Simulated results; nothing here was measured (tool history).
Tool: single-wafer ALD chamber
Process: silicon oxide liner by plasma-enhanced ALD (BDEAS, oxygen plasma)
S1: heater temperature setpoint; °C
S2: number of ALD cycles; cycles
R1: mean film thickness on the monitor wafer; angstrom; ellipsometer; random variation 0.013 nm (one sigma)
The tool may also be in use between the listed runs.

{"run": 1, "day": 0.0, "S1": 315, "S2": 27, "R1": 22.143}
{"run": 2, "day": 0.258, "S1": 315, "S2": 28, "R1": 22.786}
{"run": 3, "day": 0.521, "S1": 324, "S2": 28, "R1": 22.817}
{"run": 4, "day": 0.592, "S1": 319, "S2": 28, "R1": 22.569}
{"run": 5, "day": 0.938, "S1": 319, "S2": 25, "R1": 20.123}
{"run": 6, "day": 1.188, "S1": 319, "S2": 26, "R1": 20.961}
{"run": 7, "day": 1.533, "S1": 319, "S2": 27, "R1": 21.905}
{"run": 8, "day": 1.883, "S1": 319, "S2": 28, "R1": 22.865}

Run 9, settings as shown, results not yet in. Your forecast:
{"day": 2.108, "done": "thermocouple changed; heater temperature recalibrated"}
{"run": 9, "day": 2.108, "S1": 319, "S2": 29, "R1": "?"}

{"run 9": {"R1": 23.483}}

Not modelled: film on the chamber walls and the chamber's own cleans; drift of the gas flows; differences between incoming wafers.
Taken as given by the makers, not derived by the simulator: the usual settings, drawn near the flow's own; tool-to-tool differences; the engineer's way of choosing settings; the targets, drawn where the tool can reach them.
